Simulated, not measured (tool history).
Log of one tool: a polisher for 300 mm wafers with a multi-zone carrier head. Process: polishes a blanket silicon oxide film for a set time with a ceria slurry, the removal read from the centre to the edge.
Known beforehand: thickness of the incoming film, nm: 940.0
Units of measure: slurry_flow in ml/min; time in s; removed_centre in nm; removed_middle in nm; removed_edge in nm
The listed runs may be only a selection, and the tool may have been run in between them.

run  hour  slurry_flow  centre_zone  middle_zone  edge_zone  time  removed_centre  removed_middle  removed_edge
  1   0.0          305         1.00         1.00       1.00    72          341.21          339.24        328.37
  2   2.2          305         1.09         1.00       1.00    72          379.13          333.02        321.28
  3   6.0          305         1.09         0.93       1.00    72          372.52          315.40        325.53
  4   6.6          300         1.06         0.93       0.97    65          336.85          280.22        285.56
  5  15.2          295         1.00         0.93       0.94    62          302.19          268.85        270.17
  6  22.6          295         1.00         0.97       0.94    62          293.68          276.40        274.86
  7  26.8          295         0.98         0.97       0.91    59          274.48          266.90        254.31
  8  28.9          290         0.96         0.95       0.89    58          263.22          256.95        248.54

The next listed run, before its measurement:
  9  31.5          285         0.95         0.93       0.88    57               ?               ?             ?

{"run 9": {"removed_centre": 258.84, "removed_middle": 247.87, "removed_edge": 245.32}}

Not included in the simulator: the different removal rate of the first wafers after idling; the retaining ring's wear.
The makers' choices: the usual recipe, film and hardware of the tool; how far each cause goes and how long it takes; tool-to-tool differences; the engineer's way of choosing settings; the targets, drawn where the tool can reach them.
